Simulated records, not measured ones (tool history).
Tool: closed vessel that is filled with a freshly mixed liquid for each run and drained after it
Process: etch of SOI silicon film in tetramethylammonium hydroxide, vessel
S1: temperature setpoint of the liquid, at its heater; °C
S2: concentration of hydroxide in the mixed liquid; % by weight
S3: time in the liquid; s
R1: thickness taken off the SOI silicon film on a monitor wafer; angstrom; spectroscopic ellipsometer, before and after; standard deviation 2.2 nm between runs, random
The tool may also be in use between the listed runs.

Run 1, hour 0.0: S1 73.0 °C, S2 19.0 % by weight, S3 105 s. Result: R1 6027.0 angstrom.
Run 2, hour 6.2: S1 72.5 °C, S2 19.0 % by weight, S3 105 s. Result: R1 5859.1 angstrom.
Run 3, hour 14.5: S1 72.5 °C, S2 17.5 % by weight, S3 105 s. Result: R1 6033.8 angstrom.
Run 4, hour 17.6: S1 72.0 °C, S2 17.5 % by weight, S3 105 s. Result: R1 5873.2 angstrom.
Run 5, hour 23.9: S1 72.0 °C, S2 14.5 % by weight, S3 105 s. Result: R1 6285.8 angstrom.
Run 6, hour 30.2: S1 71.0 °C, S2 14.5 % by weight, S3 105 s. Result: R1 5960.4 angstrom.
Run 7, hour 33.4: S1 65.0 °C, S2 14.5 % by weight, S3 105 s. Result: R1 4137.3 angstrom.

Run 8, settings as shown, results not yet in. Your forecast:
Run 8, hour 42.3: S1 65.5 °C, S2 14.5 % by weight, S3 105 s. Result: R1 ?.

R1: 4282.8 angstrom
